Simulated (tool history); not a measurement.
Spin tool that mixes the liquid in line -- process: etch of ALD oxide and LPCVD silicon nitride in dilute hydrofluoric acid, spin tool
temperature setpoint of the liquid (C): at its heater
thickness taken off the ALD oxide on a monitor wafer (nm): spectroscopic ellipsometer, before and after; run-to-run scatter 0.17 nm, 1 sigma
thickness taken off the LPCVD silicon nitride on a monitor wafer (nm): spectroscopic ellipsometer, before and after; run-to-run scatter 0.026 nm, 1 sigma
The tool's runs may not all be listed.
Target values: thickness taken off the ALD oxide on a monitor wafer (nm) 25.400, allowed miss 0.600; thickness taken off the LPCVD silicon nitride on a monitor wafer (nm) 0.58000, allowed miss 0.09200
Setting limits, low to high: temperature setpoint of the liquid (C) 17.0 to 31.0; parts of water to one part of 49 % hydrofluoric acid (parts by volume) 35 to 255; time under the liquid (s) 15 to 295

run  hour  temperature setpoint of the liquid (C)  parts of water to one part of 49 % hydrofluoric acid (parts by volume)  time under the liquid (s)  thickness taken off the ALD oxide on a monitor wafer (nm)  thickness taken off the LPCVD silicon nitride on a monitor wafer (nm)
  1   0.0                                    23.0                                                                     145                        150                                                     29.008                                                                0.50181
  2   8.6                                    23.0                                                                     145                        190                                                     36.447                                                                0.58828
  3  12.7                                    26.5                                                                     145                        190                                                     41.913                                                                0.79597
  4  19.1                                    26.5                                                                     150                        190                                                     40.283                                                                0.75463
  5  26.3                                    26.5                                                                     155                        190                                                     38.436                                                                0.72023
  6  28.7                                    26.5                                                                     160                        190                                                     37.160                                                                0.73247
  7  33.0                                    26.5                                                                     165                        190                                                     35.853                                                                0.62558
  8  36.8                                    26.5                                                                     165                        185                                                     34.702                                                                0.65691
  9  39.5                                    26.5                                                                     170                        185                                                     33.605                                                                0.62855
 10  46.7                                    26.5                                                                     175                        185                                                     32.300                                                                0.59793
 11  49.9                                    26.5                                                                     180                        185                                                     31.198                                                                0.59509
 12  56.1                                    26.5                                                                     185                        185                                                     30.570                                                                0.60174
 13  59.4                                    26.5                                                                     185                        185                                                     30.303                                                                0.60347
 14  68.1                                    26.5                                                                     190                        185                                                     29.137                                                                0.56107
 15  73.7                                    27.0                                                                     205                        185                                                     26.958                                                                0.56096
 16  74.7                                    27.0                                                                     205                        185                                                     27.479                                                                0.55387
 17  76.0                                    27.5                                                                     215                        185                                                     25.901                                                                0.56801

Exercise: of the 4 proposed moves below, exactly one satisfies all targets within the stated allowed misses. Which move is it?
  A  77.3                                    30.0                                                                     215                        175                                                          ?                                                                      ?
  B  77.3                                    28.0                                                                     220                        195                                                          ?                                                                      ?
  C  77.3                                    29.0                                                                     225                        180                                                          ?                                                                      ?
  D  77.3                                    29.5                                                                     245                        210                                                          ?                                                                      ?

move  thickness taken off the ALD oxide on a monitor wafer (nm)  thickness taken off the LPCVD silicon nitride on a monitor wafer (nm)
   A                                                     26.791                                                                0.62708
   B                                                     27.069                                                                0.60550
   C                                                     25.146                                                                0.58016
   D                                                     26.775                                                                0.63927
A: its largest miss is bigger than the last run's
B: its largest miss is bigger than the last run's
C: all results in spec
D: its largest miss is bigger than the last run's
C meets every target.

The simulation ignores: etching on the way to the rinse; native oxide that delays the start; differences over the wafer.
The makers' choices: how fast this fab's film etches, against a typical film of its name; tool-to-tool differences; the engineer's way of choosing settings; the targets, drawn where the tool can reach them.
